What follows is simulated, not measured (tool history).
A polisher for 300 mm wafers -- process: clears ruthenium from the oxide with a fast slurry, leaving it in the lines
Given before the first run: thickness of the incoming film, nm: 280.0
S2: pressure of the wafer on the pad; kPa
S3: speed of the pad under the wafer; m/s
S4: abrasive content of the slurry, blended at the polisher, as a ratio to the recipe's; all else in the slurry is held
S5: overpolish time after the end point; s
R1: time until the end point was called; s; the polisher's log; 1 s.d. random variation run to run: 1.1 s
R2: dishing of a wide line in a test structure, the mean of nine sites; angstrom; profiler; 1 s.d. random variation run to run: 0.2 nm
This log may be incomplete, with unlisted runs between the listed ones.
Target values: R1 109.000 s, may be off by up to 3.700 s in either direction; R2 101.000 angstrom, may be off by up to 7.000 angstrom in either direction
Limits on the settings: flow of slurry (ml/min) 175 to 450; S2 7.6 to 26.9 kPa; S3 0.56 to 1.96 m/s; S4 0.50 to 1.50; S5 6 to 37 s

Run 1, hour 0.0: flow of slurry (ml/min) 290, S2 17.2 kPa, S3 1.26 m/s, S4 1.00, S5 19 s. Result: R1 50.946 s, R2 166.270 angstrom.
Run 2, hour 3.2: flow of slurry (ml/min) 290, S2 15.2 kPa, S3 1.20 m/s, S4 1.00, S5 16 s. Result: R1 61.250 s, R2 160.490 angstrom.
Run 3, hour 6.4: flow of slurry (ml/min) 290, S2 13.1 kPa, S3 1.20 m/s, S4 1.00, S5 16 s. Result: R1 70.998 s, R2 157.130 angstrom.
Run 4, hour 14.0: flow of slurry (ml/min) 290, S2 11.7 kPa, S3 1.16 m/s, S4 1.05, S5 14 s. Result: R1 78.482 s, R2 153.230 angstrom.
Run 5, hour 22.3: flow of slurry (ml/min) 290, S2 11.7 kPa, S3 1.16 m/s, S4 1.05, S5 17 s. Result: R1 79.136 s, R2 160.420 angstrom.
Run 6, hour 28.3: flow of slurry (ml/min) 290, S2 11.7 kPa, S3 1.16 m/s, S4 1.05, S5 22 s. Result: R1 77.265 s, R2 165.500 angstrom.
Run 7, hour 29.8: flow of slurry (ml/min) 315, S2 11.0 kPa, S3 1.18 m/s, S4 0.95, S5 18 s. Result: R1 86.801 s, R2 161.380 angstrom.
Run 8, hour 32.4: flow of slurry (ml/min) 285, S2 10.3 kPa, S3 1.10 m/s, S4 1.05, S5 15 s. Result: R1 93.037 s, R2 156.090 angstrom.
Run 9, hour 37.1: flow of slurry (ml/min) 260, S2 9.7 kPa, S3 1.10 m/s, S4 1.10, S5 13 s. Result: R1 100.600 s, R2 146.060 angstrom.
Run 10, hour 40.9: flow of slurry (ml/min) 240, S2 9.0 kPa, S3 1.10 m/s, S4 1.20, S5 11 s. Result: R1 103.920 s, R2 131.180 angstrom.
Run 11, hour 44.1: flow of slurry (ml/min) 225, S2 9.0 kPa, S3 1.10 m/s, S4 1.25, S5 10 s. Result: R1 101.720 s, R2 128.920 angstrom.
Run 12, hour 52.3: flow of slurry (ml/min) 175, S2 7.6 kPa, S3 0.96 m/s, S4 1.50, S5 6 s. Result: R1 128.040 s, R2 78.752 angstrom.
Run 13, hour 60.0: flow of slurry (ml/min) 200, S2 7.6 kPa, S3 0.96 m/s, S4 1.50, S5 6 s. Result: R1 126.690 s, R2 79.258 angstrom.
Run 14, hour 63.3: flow of slurry (ml/min) 210, S2 8.3 kPa, S3 0.96 m/s, S4 1.45, S5 6 s. Result: R1 117.140 s, R2 84.861 angstrom.
Run 15, hour 67.3: flow of slurry (ml/min) 210, S2 8.3 kPa, S3 0.96 m/s, S4 1.45, S5 6 s. Result: R1 117.570 s, R2 85.901 angstrom.
Run 16, hour 70.0: flow of slurry (ml/min) 210, S2 9.7 kPa, S3 0.96 m/s, S4 1.45, S5 15 s. Result: R1 102.040 s, R2 147.970 angstrom.
Run 17, hour 73.3: flow of slurry (ml/min) 210, S2 8.3 kPa, S3 1.00 m/s, S4 1.45, S5 6 s. Result: R1 111.180 s, R2 90.623 angstrom.
Run 18, hour 79.6: flow of slurry (ml/min) 215, S2 8.3 kPa, S3 1.00 m/s, S4 1.45, S5 6 s. Result: R1 112.820 s, R2 91.672 angstrom.
Run 19, hour 81.5: flow of slurry (ml/min) 220, S2 8.3 kPa, S3 1.00 m/s, S4 1.45, S5 6 s. Result: R1 112.260 s, R2 91.412 angstrom.
Run 20, hour 83.5: flow of slurry (ml/min) 225, S2 8.3 kPa, S3 1.00 m/s, S4 1.45, S5 6 s. Result: R1 112.730 s, R2 91.855 angstrom.
Run 21, hour 84.5: flow of slurry (ml/min) 230, S2 8.3 kPa, S3 1.00 m/s, S4 1.45, S5 6 s. Result: R1 111.320 s, R2 87.343 angstrom.

Below are 5 possible settings for the next run. Only one of them brings all results inside the allowed miss of their targets. Which is it?
Run A, hour 85.5: flow of slurry (ml/min) 225, S2 9.0 kPa, S3 0.88 m/s, S4 1.40, S5 12 s. Result: R1 ?, R2 ?.
Run B, hour 85.5: flow of slurry (ml/min) 210, S2 7.6 kPa, S3 1.18 m/s, S4 1.35, S5 9 s. Result: R1 ?, R2 ?.
Run C, hour 85.5: flow of slurry (ml/min) 175, S2 7.6 kPa, S3 1.10 m/s, S4 1.25, S5 11 s. Result: R1 ?, R2 ?.
Run D, hour 85.5: flow of slurry (ml/min) 215, S2 7.6 kPa, S3 1.06 m/s, S4 1.45, S5 9 s. Result: R1 ?, R2 ?.
Run E, hour 85.5: flow of slurry (ml/min) 255, S2 8.3 kPa, S3 1.08 m/s, S4 1.30, S5 7 s. Result: R1 ?, R2 ?.

move       R1       R2
   A  118.600  132.540
   B  107.990  120.690
   C  121.690  125.740
   D  115.780  116.300
   E  107.630  104.940
A: the result that was furthest off in the last run now lies on the other side of its target
B: the result that was furthest off in the last run now lies on the other side of its target
C: the result that was furthest off in the last run now lies on the other side of its target
D: the result that was furthest off in the last run now lies on the other side of its target
E: meets every target
The move that meets every target is E.
